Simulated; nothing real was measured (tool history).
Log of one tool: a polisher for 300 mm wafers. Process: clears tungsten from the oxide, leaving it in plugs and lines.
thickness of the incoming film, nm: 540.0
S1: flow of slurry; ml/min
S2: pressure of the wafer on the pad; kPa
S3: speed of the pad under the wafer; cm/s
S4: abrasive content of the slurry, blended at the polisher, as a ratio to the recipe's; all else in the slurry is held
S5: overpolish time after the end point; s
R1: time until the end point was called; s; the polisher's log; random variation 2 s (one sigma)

| run | hour | S1 | S2 | S3 | S4 | S5 | R1 |
|---|---|---|---|---|---|---|---|
| 1 | 0.0 | 230 | 23.4 | 130 | 1.0 | 5 | 110.80 |
| 2 | 2.1 | 230 | 21.4 | 130 | 1.0 | 5 | 123.95 |
| 3 | 4.3 | 230 | 20.0 | 130 | 1.0 | 5 | 132.68 |
| 4 | 4.9 | 230 | 20.0 | 130 | 1.1 | 5 | 128.42 |
| 5 | 12.8 | 230 | 20.0 | 130 | 0.9 | 5 | 136.08 |
| 6 | 15.3 | 230 | 20.0 | 130 | 0.9 | 5 | 132.01 |
| 7 | 19.0 | 225 | 13.1 | 128 | 0.9 | 5 | 203.92 |
| 8 | 24.4 | 230 | 13.8 | 128 | 0.9 | 5 | 193.41 |
| 9 | 31.5 | 255 | 15.9 | 128 | 0.9 | 5 | 163.36 |

Run 10 comes next. What will it give?
| 10 | 36.1 | 250 | 15.9 | 128 | 0.9 | 5 | ? |

{"run 10": {"R1": 168.42}}

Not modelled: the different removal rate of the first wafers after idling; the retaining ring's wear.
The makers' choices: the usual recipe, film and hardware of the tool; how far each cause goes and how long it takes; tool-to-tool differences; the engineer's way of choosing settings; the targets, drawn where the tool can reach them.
